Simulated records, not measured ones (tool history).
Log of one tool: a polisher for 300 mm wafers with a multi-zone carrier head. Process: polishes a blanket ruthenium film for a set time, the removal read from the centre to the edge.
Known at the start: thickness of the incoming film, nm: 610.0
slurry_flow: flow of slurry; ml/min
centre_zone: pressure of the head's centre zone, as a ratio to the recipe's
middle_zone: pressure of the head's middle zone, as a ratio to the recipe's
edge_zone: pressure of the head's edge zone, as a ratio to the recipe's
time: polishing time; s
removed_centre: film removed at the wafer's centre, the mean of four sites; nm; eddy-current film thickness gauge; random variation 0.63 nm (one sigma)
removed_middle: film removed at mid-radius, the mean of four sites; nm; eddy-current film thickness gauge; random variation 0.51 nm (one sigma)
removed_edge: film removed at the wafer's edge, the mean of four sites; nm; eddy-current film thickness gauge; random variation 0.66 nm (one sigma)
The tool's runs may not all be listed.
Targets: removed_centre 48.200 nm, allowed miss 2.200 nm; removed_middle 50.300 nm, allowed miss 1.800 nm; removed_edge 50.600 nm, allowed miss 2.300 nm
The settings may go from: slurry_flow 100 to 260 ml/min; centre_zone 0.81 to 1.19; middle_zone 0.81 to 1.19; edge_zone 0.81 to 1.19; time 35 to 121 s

run,hour,slurry_flow,centre_zone,middle_zone,edge_zone,time,removed_centre,removed_middle,removed_edge
1,0.0,165,1.00,1.00,1.00,78,79.219,76.036,76.944
2,7.8,165,0.99,1.00,0.99,75,72.812,73.573,72.777
3,9.2,165,0.99,0.93,0.99,75,74.470,70.048,75.026
4,10.1,195,0.99,0.93,0.99,75,76.602,71.018,75.210
5,13.9,195,0.98,0.93,0.98,72,73.027,67.963,72.883
6,22.8,195,0.97,0.93,0.97,69,68.133,65.257,68.996
7,30.3,195,0.97,0.93,0.96,67,65.149,64.464,64.861
8,37.3,145,0.87,0.83,0.86,56,48.474,46.646,52.400
9,45.9,145,0.87,0.84,0.86,56,47.715,46.973,51.245

Which of these 5 next moves meets every target?
A,54.5,150,1.00,0.96,0.81,53,?,?,?
B,54.5,145,0.87,0.91,0.83,56,?,?,?
C,54.5,150,0.93,0.98,0.81,53,?,?,?
D,54.5,170,0.93,0.91,0.81,52,?,?,?
E,54.5,135,0.88,0.81,0.82,57,?,?,?

move,removed_centre,removed_middle,removed_edge
A,51.409,49.291,47.194
B,46.923,49.593,50.255
C,47.789,50.171,47.181
D,47.801,47.083,46.926
E,47.697,45.376,50.559
A: brings the result that was furthest off to its target, and leaves another outside
B: meets every target
C: brings the result that was furthest off to its target, and leaves another outside
D: as far off as the last run
E: further off than the last run
The right move is B.
